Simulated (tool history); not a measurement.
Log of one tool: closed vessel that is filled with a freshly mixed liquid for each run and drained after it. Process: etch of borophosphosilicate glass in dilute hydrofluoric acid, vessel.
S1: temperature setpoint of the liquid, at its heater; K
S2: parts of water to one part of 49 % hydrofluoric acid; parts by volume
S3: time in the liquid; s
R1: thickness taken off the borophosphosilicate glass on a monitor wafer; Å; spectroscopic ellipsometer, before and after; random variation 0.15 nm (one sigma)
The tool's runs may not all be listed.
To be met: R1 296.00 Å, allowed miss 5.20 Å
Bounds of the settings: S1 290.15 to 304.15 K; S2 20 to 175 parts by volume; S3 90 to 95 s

Run 1, hour 0.0: S1 296.15 K, S2 95 parts by volume, S3 90 s. Result: R1 431.72 Å.
Run 2, hour 8.3: S1 296.15 K, S2 95 parts by volume, S3 95 s. Result: R1 454.31 Å.
Run 3, hour 13.7: S1 296.15 K, S2 120 parts by volume, S3 95 s. Result: R1 350.22 Å.
Run 4, hour 20.8: S1 295.65 K, S2 120 parts by volume, S3 95 s. Result: R1 343.33 Å.
Run 5, hour 26.1: S1 295.65 K, S2 140 parts by volume, S3 95 s. Result: R1 285.32 Å.
Run 6, hour 33.7: S1 295.65 K, S2 155 parts by volume, S3 95 s. Result: R1 256.51 Å.
Run 7, hour 38.6: S1 296.15 K, S2 155 parts by volume, S3 95 s. Result: R1 261.05 Å.
Run 8, hour 47.6: S1 296.65 K, S2 155 parts by volume, S3 95 s. Result: R1 264.02 Å.
Run 9, hour 55.3: S1 297.15 K, S2 155 parts by volume, S3 95 s. Result: R1 269.91 Å.

Which of these 5 next moves meets every target?
Run A, hour 63.0: S1 297.65 K, S2 165 parts by volume, S3 90 s. Result: R1 ?.
Run B, hour 63.0: S1 296.65 K, S2 130 parts by volume, S3 90 s. Result: R1 ?.
Run C, hour 63.0: S1 298.65 K, S2 150 parts by volume, S3 95 s. Result: R1 ?.
Run D, hour 63.0: S1 294.65 K, S2 125 parts by volume, S3 95 s. Result: R1 ?.
Run E, hour 63.0: S1 295.15 K, S2 130 parts by volume, S3 95 s. Result: R1 ?.

move      R1
   A  242.89
   B  308.35
   C  297.98
   D  314.27
   E  306.65
A: further off than the last run
B: takes the result that was furthest off past its target
C: meets every target
D: takes the result that was furthest off past its target
E: takes the result that was furthest off past its target
The right move is C.

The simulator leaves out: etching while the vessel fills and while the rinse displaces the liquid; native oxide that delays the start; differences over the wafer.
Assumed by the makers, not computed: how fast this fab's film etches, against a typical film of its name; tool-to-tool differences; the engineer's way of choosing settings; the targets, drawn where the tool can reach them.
